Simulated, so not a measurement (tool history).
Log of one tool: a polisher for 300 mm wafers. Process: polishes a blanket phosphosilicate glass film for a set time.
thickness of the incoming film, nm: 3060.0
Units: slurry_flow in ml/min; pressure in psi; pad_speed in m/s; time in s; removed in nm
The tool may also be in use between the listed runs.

Run 1, hour 0: slurry_flow 195 ml/min, pressure 3.2 psi, pad_speed 1.16 m/s, slurry_solids 1, time 43 s. Result: removed 507.38 nm.
Run 2, hour 2.7: slurry_flow 195 ml/min, pressure 3 psi, pad_speed 1.16 m/s, slurry_solids 1, time 43 s. Result: removed 469.54 nm.
Run 3, hour 5: slurry_flow 195 ml/min, pressure 3 psi, pad_speed 1.16 m/s, slurry_solids 0.9, time 43 s. Result: removed 461.17 nm.
Run 4, hour 10.8: slurry_flow 195 ml/min, pressure 2.9 psi, pad_speed 1.16 m/s, slurry_solids 0.9, time 43 s. Result: removed 443.99 nm.
Run 5, hour 16.1: slurry_flow 195 ml/min, pressure 2.3 psi, pad_speed 1.16 m/s, slurry_solids 0.9, time 43 s. Result: removed 362.7 nm.
Run 6, hour 17.7: slurry_flow 160 ml/min, pressure 2.3 psi, pad_speed 1.16 m/s, slurry_solids 0.9, time 43 s. Result: removed 354.94 nm.
Run 7, hour 23.5: slurry_flow 160 ml/min, pressure 2.4 psi, pad_speed 1.16 m/s, slurry_solids 0.9, time 43 s. Result: removed 367.14 nm.

Run 8 comes next. What will it give?
Run 8, hour 24.4: slurry_flow 160 ml/min, pressure 2.5 psi, pad_speed 1.16 m/s, slurry_solids 0.9, time 43 s. Result: removed ?.

Run 8 gave removed 379.32 nm.

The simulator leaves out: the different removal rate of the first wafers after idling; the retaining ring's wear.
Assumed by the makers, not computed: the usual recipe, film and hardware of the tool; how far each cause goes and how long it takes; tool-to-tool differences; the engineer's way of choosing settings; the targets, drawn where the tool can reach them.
